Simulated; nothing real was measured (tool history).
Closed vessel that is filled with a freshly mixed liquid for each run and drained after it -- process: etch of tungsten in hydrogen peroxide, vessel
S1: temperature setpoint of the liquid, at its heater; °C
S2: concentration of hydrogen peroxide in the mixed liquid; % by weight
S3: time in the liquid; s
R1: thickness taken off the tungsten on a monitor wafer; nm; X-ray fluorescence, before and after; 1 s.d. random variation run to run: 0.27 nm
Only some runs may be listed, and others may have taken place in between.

| run | day | S1 | S2 | S3 | R1 |
|---|---|---|---|---|---|
| 1 | 0 | 49 | 23 | 30 | 26.48 |
| 2 | 0.142 | 49 | 23 | 30 | 26.58 |
| 3 | 0.288 | 49 | 23 | 30 | 26.668 |
| 4 | 0.671 | 49 | 23 | 30 | 26.617 |
| 5 | 0.75 | 51 | 23 | 30 | 30.009 |
| 6 | 0.938 | 51 | 18 | 30 | 26.823 |
| 7 | 1.158 | 53 | 18 | 30 | 30.161 |
| 8 | 1.279 | 55 | 18 | 30 | 33.927 |
| 9 | 1.596 | 56.5 | 18 | 30 | 36.804 |

The next listed run, before its measurement:
| 10 | 1.767 | 58 | 18 | 30 | ? |

R1: 40.42 nm

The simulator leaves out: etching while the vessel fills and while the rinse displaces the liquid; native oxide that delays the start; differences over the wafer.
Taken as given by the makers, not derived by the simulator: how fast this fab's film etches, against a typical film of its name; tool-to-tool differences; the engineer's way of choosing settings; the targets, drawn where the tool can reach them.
